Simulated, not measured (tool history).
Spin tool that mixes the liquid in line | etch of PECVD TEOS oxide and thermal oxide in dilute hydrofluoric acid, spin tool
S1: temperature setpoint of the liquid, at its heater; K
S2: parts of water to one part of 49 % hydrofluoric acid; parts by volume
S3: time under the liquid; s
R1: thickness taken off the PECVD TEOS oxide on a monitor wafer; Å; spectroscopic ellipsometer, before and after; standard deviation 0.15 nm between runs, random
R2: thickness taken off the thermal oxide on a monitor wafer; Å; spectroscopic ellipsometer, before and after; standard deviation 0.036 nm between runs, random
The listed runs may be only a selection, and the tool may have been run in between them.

run,day,S1,S2,S3,R1,R2
1,0,299.15,160,180,173.95,50.366
2,0.108,301.15,160,180,189.69,54.171
3,0.317,302.65,160,180,197.41,58.305
4,0.667,301.65,160,180,190.81,55.506
5,0.992,301.65,215,180,132.34,39.194
6,1.325,302.15,215,180,135.07,38.78

Run 7 has not been measured yet. What should we expect?
7,1.554,302.65,215,180,?,?

{"run 7": {"R1": 137.37, "R2": 40.769}}

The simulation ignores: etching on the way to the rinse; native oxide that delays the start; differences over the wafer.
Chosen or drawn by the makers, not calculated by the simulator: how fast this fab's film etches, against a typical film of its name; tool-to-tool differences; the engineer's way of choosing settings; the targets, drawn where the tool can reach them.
